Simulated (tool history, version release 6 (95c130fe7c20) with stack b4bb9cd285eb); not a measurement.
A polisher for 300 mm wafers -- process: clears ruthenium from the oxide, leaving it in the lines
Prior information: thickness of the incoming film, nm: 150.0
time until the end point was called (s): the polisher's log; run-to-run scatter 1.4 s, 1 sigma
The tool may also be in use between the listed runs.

run	hour	flow of slurry (ml/min)	pressure of the wafer on the pad (kPa)	speed of the pad under the wafer (m/s)	overpolish time after the end point (s)	time until the end point was called (s)
1	0	315	11.7	1.06	14	141.14
2	8.7	315	11.7	1.06	14	140.69
3	12.3	315	11.7	1.06	11	139.66
4	14.3	315	11	1.06	11	150.01
5	22.7	315	9	1.06	11	179.06
6	27.5	270	9	1.06	11	184.27
7	30.2	285	9	1.06	11	182.98
8	36.4	295	9	1.06	11	183.56

Predict the results of run 9:
9	39.4	300	9	1.06	11	?

{"run 9": {"time until the end point was called (s)": 181.51}}
